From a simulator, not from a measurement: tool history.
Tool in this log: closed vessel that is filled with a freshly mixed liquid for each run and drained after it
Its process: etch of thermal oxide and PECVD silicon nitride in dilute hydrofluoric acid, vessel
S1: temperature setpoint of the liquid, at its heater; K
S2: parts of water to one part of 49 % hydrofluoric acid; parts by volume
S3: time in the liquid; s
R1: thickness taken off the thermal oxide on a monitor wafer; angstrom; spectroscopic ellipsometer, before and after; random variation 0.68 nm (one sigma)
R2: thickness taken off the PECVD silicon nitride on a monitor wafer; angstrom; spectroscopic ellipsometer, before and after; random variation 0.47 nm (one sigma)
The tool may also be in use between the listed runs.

{"run": 1, "day": 0.0, "S1": 297.15, "S2": 50, "S3": 390, "R1": 385.85, "R2": 386.35}
{"run": 2, "day": 0.342, "S1": 297.15, "S2": 50, "S3": 530, "R1": 522.12, "R2": 519.6}
{"run": 3, "day": 0.683, "S1": 297.15, "S2": 40, "S3": 530, "R1": 660.89, "R2": 651.36}
{"run": 4, "day": 0.967, "S1": 297.65, "S2": 35, "S3": 535, "R1": 775.95, "R2": 773.86}
{"run": 5, "day": 1.217, "S1": 297.65, "S2": 35, "S3": 695, "R1": 1012.2, "R2": 1003.6}
{"run": 6, "day": 1.267, "S1": 297.65, "S2": 40, "S3": 695, "R1": 885.68, "R2": 884.75}
{"run": 7, "day": 1.571, "S1": 298.65, "S2": 25, "S3": 680, "R1": 1477.3, "R2": 1454.3}

What does the tool deliver on the next run?
{"run": 8, "day": 1.621, "S1": 298.15, "S2": 25, "S3": 685, "R1": "?", "R2": "?"}

For run 8 the tool returned R1 1449.80 angstrom, R2 1420.20 angstrom.
